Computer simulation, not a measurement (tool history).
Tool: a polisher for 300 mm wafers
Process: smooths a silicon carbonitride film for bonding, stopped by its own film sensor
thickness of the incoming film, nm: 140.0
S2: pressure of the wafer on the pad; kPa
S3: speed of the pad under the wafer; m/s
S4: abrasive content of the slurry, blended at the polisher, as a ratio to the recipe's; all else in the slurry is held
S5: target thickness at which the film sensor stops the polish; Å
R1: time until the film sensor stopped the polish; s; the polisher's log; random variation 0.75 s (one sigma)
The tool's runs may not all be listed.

{"run": 1, "hour": 0.0, "flow of slurry (ml/min)": 165, "S2": 18.6, "S3": 1.02, "S4": 1, "S5": 1050, "R1": 100.93}
{"run": 2, "hour": 2.0, "flow of slurry (ml/min)": 165, "S2": 18.6, "S3": 1.02, "S4": 1, "S5": 1040, "R1": 103.46}
{"run": 3, "hour": 9.4, "flow of slurry (ml/min)": 125, "S2": 18.6, "S3": 1.02, "S4": 1, "S5": 1040, "R1": 107.38}
{"run": 4, "hour": 11.8, "flow of slurry (ml/min)": 125, "S2": 18.6, "S3": 1.02, "S4": 1, "S5": 1050, "R1": 104.16}
{"run": 5, "hour": 14.8, "flow of slurry (ml/min)": 125, "S2": 18.6, "S3": 1.02, "S4": 1, "S5": 1040, "R1": 106.36}
{"run": 6, "hour": 20.9, "flow of slurry (ml/min)": 125, "S2": 20, "S3": 1.02, "S4": 1, "S5": 1040, "R1": 100.6}
{"run": 7, "hour": 26.2, "flow of slurry (ml/min)": 130, "S2": 21.4, "S3": 1.02, "S4": 1, "S5": 1040, "R1": 95.098}
{"run": 8, "hour": 28.9, "flow of slurry (ml/min)": 130, "S2": 22.1, "S3": 1.02, "S4": 1, "S5": 1040, "R1": 92.27}
{"run": 9, "hour": 34.6, "flow of slurry (ml/min)": 130, "S2": 22.8, "S3": 1.02, "S4": 1, "S5": 1040, "R1": 90.386}
{"run": 10, "hour": 43.1, "flow of slurry (ml/min)": 130, "S2": 23.4, "S3": 1.02, "S4": 1, "S5": 1040, "R1": 87.645}
{"run": 11, "hour": 52.0, "flow of slurry (ml/min)": 130, "S2": 24.1, "S3": 1.02, "S4": 1, "S5": 1040, "R1": 85.267}

Forecast run 12:
{"run": 12, "hour": 59.1, "flow of slurry (ml/min)": 130, "S2": 24.8, "S3": 1.02, "S4": 1, "S5": 1040, "R1": "?"}

R1: 81.699 s
